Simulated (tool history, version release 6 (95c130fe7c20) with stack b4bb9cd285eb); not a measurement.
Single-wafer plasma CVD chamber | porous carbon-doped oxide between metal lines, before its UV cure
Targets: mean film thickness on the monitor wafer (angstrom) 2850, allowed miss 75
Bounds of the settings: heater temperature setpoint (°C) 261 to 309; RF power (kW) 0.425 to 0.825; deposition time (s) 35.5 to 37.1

run  hour  heater temperature setpoint (°C)  RF power (kW)  deposition time (s)  mean film thickness on the monitor wafer (angstrom)
  1     0                               285          0.625                 37.1                                               2379.4
  2   5.3                               281           0.64                 37.1                                               2479.3
  3    12                               281           0.57                 37.1                                               2351.9
  4  16.5                               281           0.53                 37.1                                               2256.2
  5  24.8                               277          0.555                 37.1                                               2366.8
  6  30.2                               277          0.555                 37.1                                               2371.2
  7  34.7                               277          0.555                 37.1                                               2367.9
  8    40                               274           0.58                 37.1                                               2483.1

5 next moves are on the table. One of them brings every result within its allowed miss. Which?
  A  45.3                               271          0.625                 37.1                                                    ?
  B  45.3                               275           0.55                 37.1                                                    ?
  C  45.3                               270           0.71                 37.1                                                    ?
  D  45.3                               270           0.61                 37.1                                                    ?
  E  45.3                               270          0.625                 37.1                                                    ?

move  mean film thickness on the monitor wafer (angstrom)
   A                                               2621.7
   B                                               2391.1
   C                                               2817.3
   D                                               2608.4
   E                                               2640.5
A: nearer than the last run, and not there yet
B: further off than the last run
C: meets every target
D: nearer than the last run, and not there yet
E: nearer than the last run, and not there yet
The right move is C.
